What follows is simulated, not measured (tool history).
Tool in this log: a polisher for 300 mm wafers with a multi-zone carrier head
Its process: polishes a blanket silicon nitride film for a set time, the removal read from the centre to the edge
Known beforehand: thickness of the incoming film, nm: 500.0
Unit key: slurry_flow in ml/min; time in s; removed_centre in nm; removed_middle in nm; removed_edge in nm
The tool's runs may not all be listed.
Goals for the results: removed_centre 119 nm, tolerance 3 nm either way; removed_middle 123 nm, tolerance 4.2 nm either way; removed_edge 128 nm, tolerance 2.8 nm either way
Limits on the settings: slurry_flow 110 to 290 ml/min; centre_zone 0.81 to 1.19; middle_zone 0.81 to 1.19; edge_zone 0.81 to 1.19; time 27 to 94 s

{"run": 1, "hour": 0.0, "slurry_flow": 185, "centre_zone": 1, "middle_zone": 1, "edge_zone": 1, "time": 60, "removed_centre": 103.15, "removed_middle": 102.08, "removed_edge": 99.511}
{"run": 2, "hour": 7.0, "slurry_flow": 195, "centre_zone": 0.99, "middle_zone": 1, "edge_zone": 1.04, "time": 62, "removed_centre": 107.66, "removed_middle": 104.24, "removed_edge": 106.68}
{"run": 3, "hour": 12.4, "slurry_flow": 195, "centre_zone": 0.99, "middle_zone": 1.05, "edge_zone": 1.04, "time": 62, "removed_centre": 106.93, "removed_middle": 108.03, "removed_edge": 105.71}
{"run": 4, "hour": 13.0, "slurry_flow": 155, "centre_zone": 0.99, "middle_zone": 1.05, "edge_zone": 1.04, "time": 62, "removed_centre": 100.18, "removed_middle": 103.92, "removed_edge": 103.05}
{"hour": 15.9, "done": "slurry nozzle cleaned"}
{"run": 5, "hour": 15.9, "slurry_flow": 155, "centre_zone": 0.99, "middle_zone": 0.97, "edge_zone": 1.04, "time": 62, "removed_centre": 107.37, "removed_middle": 102.19, "removed_edge": 108.53}
{"run": 6, "hour": 19.9, "slurry_flow": 155, "centre_zone": 0.99, "middle_zone": 0.97, "edge_zone": 0.98, "time": 62, "removed_centre": 106.97, "removed_middle": 103.63, "removed_edge": 105.35}
{"run": 7, "hour": 24.0, "slurry_flow": 165, "centre_zone": 0.97, "middle_zone": 0.97, "edge_zone": 0.98, "time": 64, "removed_centre": 109.91, "removed_middle": 108.9, "removed_edge": 109.03}
{"run": 8, "hour": 30.3, "slurry_flow": 175, "centre_zone": 0.95, "middle_zone": 0.96, "edge_zone": 0.99, "time": 65, "removed_centre": 109.38, "removed_middle": 110.45, "removed_edge": 111.55}
{"run": 9, "hour": 37.1, "slurry_flow": 180, "centre_zone": 0.94, "middle_zone": 0.96, "edge_zone": 1, "time": 66, "removed_centre": 112.04, "removed_middle": 110.4, "removed_edge": 116.18}
{"run": 10, "hour": 44.0, "slurry_flow": 185, "centre_zone": 0.93, "middle_zone": 0.97, "edge_zone": 1, "time": 67, "removed_centre": 112.01, "removed_middle": 116.22, "removed_edge": 115.4}
{"run": 11, "hour": 45.7, "slurry_flow": 190, "centre_zone": 0.92, "middle_zone": 0.96, "edge_zone": 1.01, "time": 68, "removed_centre": 112.44, "removed_middle": 116.12, "removed_edge": 120.11}
{"run": 12, "hour": 47.7, "slurry_flow": 190, "centre_zone": 0.92, "middle_zone": 0.96, "edge_zone": 1.01, "time": 68, "removed_centre": 114.18, "removed_middle": 117.47, "removed_edge": 118.32}
{"run": 13, "hour": 52.0, "slurry_flow": 195, "centre_zone": 0.91, "middle_zone": 0.96, "edge_zone": 1.02, "time": 69, "removed_centre": 114.66, "removed_middle": 119.45, "removed_edge": 121.35}
{"run": 14, "hour": 55.3, "slurry_flow": 200, "centre_zone": 0.91, "middle_zone": 0.96, "edge_zone": 1.03, "time": 69, "removed_centre": 114.35, "removed_middle": 122.15, "removed_edge": 122.72}

Which one of the following 4 next-run settings gets every result inside its allowed miss? There is exactly one.
{"run": "A", "hour": 58.6, "slurry_flow": 255, "centre_zone": 0.96, "middle_zone": 1.01, "edge_zone": 0.95, "time": 65, "removed_centre": "?", "removed_middle": "?", "removed_edge": "?"}
{"run": "B", "hour": 58.6, "slurry_flow": 175, "centre_zone": 0.92, "middle_zone": 0.95, "edge_zone": 1.05, "time": 72, "removed_centre": "?", "removed_middle": "?", "removed_edge": "?"}
{"run": "C", "hour": 58.6, "slurry_flow": 215, "centre_zone": 0.86, "middle_zone": 0.96, "edge_zone": 1.06, "time": 68, "removed_centre": "?", "removed_middle": "?", "removed_edge": "?"}
{"run": "D", "hour": 58.6, "slurry_flow": 195, "centre_zone": 0.83, "middle_zone": 0.88, "edge_zone": 1.05, "time": 72, "removed_centre": "?", "removed_middle": "?", "removed_edge": "?"}

move=A removed_centre=116.71 removed_middle=121.47 removed_edge=115.5
move=B removed_centre=116.83 removed_middle=122.56 removed_edge=128.42
move=C removed_centre=106.7 removed_middle=120.24 removed_edge=124.56
move=D removed_centre=107.28 removed_middle=118.52 removed_edge=130.12
A: its largest miss is bigger than the last run's
B: in spec on every target
C: its largest miss is bigger than the last run's
D: brings the result that was furthest off to its target, and leaves another outside
So the answer is move B, the one that meets all the targets.
